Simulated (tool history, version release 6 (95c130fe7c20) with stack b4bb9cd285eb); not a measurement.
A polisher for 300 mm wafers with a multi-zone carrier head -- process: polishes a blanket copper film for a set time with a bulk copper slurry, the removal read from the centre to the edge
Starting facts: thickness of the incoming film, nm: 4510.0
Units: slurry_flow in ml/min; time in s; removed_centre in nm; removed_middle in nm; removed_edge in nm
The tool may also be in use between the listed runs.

run 1 day=0.000 | slurry_flow=155 centre_zone=1.00 middle_zone=1.00 edge_zone=1.00 slurry_solids=1.00 time=40 | removed_centre=458.68 removed_middle=453.74 removed_edge=450.32
run 2 day=0.279 | slurry_flow=165 centre_zone=1.02 middle_zone=1.02 edge_zone=1.02 slurry_solids=1.10 time=41 | removed_centre=493.46 removed_middle=484.45 removed_edge=471.35
run 3 day=0.575 | slurry_flow=135 centre_zone=1.02 middle_zone=1.02 edge_zone=1.02 slurry_solids=1.10 time=41 | removed_centre=473.92 removed_middle=459.41 removed_edge=464.08
run 4 day=0.771 | slurry_flow=135 centre_zone=1.02 middle_zone=1.02 edge_zone=1.02 slurry_solids=0.95 time=41 | removed_centre=458.60 removed_middle=446.44 removed_edge=450.54
run 5 day=1.083 | slurry_flow=135 centre_zone=1.02 middle_zone=1.02 edge_zone=0.97 slurry_solids=0.95 time=41 | removed_centre=454.91 removed_middle=449.15 removed_edge=433.18
run 6 day=1.279 | slurry_flow=135 centre_zone=1.08 middle_zone=1.02 edge_zone=0.97 slurry_solids=0.95 time=41 | removed_centre=470.88 removed_middle=438.58 removed_edge=431.16
run 7 day=1.592 | slurry_flow=145 centre_zone=1.08 middle_zone=1.04 edge_zone=0.99 slurry_solids=1.05 time=42 | removed_centre=512.18 removed_middle=473.21 removed_edge=483.38
run 8 day=1.621 | slurry_flow=160 centre_zone=1.08 middle_zone=1.06 edge_zone=0.97 slurry_solids=1.10 time=42 | removed_centre=527.68 removed_middle=508.72 removed_edge=484.16
run 9 day=1.767 | slurry_flow=170 centre_zone=1.09 middle_zone=1.08 edge_zone=0.98 slurry_solids=1.15 time=42 | removed_centre=540.24 removed_middle=534.99 removed_edge=483.92

Run 10 comes next. What will it give?
run 10 day=2.038 | slurry_flow=175 centre_zone=1.10 middle_zone=1.09 edge_zone=1.00 slurry_solids=1.20 time=42 | removed_centre=? removed_middle=? removed_edge=?

{"run 10": {"removed_centre": 558.56, "removed_middle": 539.54, "removed_edge": 503.54}}
